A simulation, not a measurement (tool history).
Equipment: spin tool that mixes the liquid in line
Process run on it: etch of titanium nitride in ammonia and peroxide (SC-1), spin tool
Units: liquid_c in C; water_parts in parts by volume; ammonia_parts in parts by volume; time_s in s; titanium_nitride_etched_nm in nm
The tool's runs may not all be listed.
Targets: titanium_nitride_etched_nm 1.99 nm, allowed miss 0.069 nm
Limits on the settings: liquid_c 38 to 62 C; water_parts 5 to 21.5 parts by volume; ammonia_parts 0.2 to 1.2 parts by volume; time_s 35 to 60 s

{"run": 1, "day": 0.0, "liquid_c": 46, "water_parts": 12, "ammonia_parts": 0.8, "time_s": 60, "titanium_nitride_etched_nm": 5.0103}
{"run": 2, "day": 0.246, "liquid_c": 46, "water_parts": 12, "ammonia_parts": 1, "time_s": 60, "titanium_nitride_etched_nm": 5.1909}
{"run": 3, "day": 0.354, "liquid_c": 45, "water_parts": 13, "ammonia_parts": 1, "time_s": 60, "titanium_nitride_etched_nm": 4.7035}
{"run": 4, "day": 0.425, "liquid_c": 44.5, "water_parts": 14, "ammonia_parts": 1, "time_s": 60, "titanium_nitride_etched_nm": 4.3988}
{"run": 5, "day": 0.45, "liquid_c": 51.5, "water_parts": 14, "ammonia_parts": 1, "time_s": 60, "titanium_nitride_etched_nm": 7.0047}
{"run": 6, "day": 0.5, "liquid_c": 50, "water_parts": 14.5, "ammonia_parts": 1, "time_s": 60, "titanium_nitride_etched_nm": 6.3074}
{"run": 7, "day": 0.679, "liquid_c": 42, "water_parts": 19.5, "ammonia_parts": 0.7, "time_s": 50, "titanium_nitride_etched_nm": 2.3541}
{"run": 8, "day": 0.788, "liquid_c": 40.5, "water_parts": 19.5, "ammonia_parts": 0.7, "time_s": 50, "titanium_nitride_etched_nm": 2.1041}

Which single option among these 5 for the next run brings every result within its allowed miss of target? Just one does.
{"run": "A", "day": 0.896, "liquid_c": 38.5, "water_parts": 21, "ammonia_parts": 0.85, "time_s": 60, "titanium_nitride_etched_nm": "?"}
{"run": "B", "day": 0.896, "liquid_c": 42, "water_parts": 19, "ammonia_parts": 0.85, "time_s": 45, "titanium_nitride_etched_nm": "?"}
{"run": "C", "day": 0.896, "liquid_c": 39.5, "water_parts": 21, "ammonia_parts": 0.6, "time_s": 60, "titanium_nitride_etched_nm": "?"}
{"run": "D", "day": 0.896, "liquid_c": 41, "water_parts": 21, "ammonia_parts": 0.8, "time_s": 50, "titanium_nitride_etched_nm": "?"}
{"run": "E", "day": 0.896, "liquid_c": 44.5, "water_parts": 21.5, "ammonia_parts": 1.05, "time_s": 35, "titanium_nitride_etched_nm": "?"}

move=A titanium_nitride_etched_nm=2.1688
move=B titanium_nitride_etched_nm=2.2272
move=C titanium_nitride_etched_nm=2.1941
move=D titanium_nitride_etched_nm=2.1529
move=E titanium_nitride_etched_nm=2.0144
A: moves away from the targets compared with the last run
B: moves away from the targets compared with the last run
C: moves away from the targets compared with the last run
D: moves away from the targets compared with the last run
E: hits every target within its allowed miss
The right move is E.
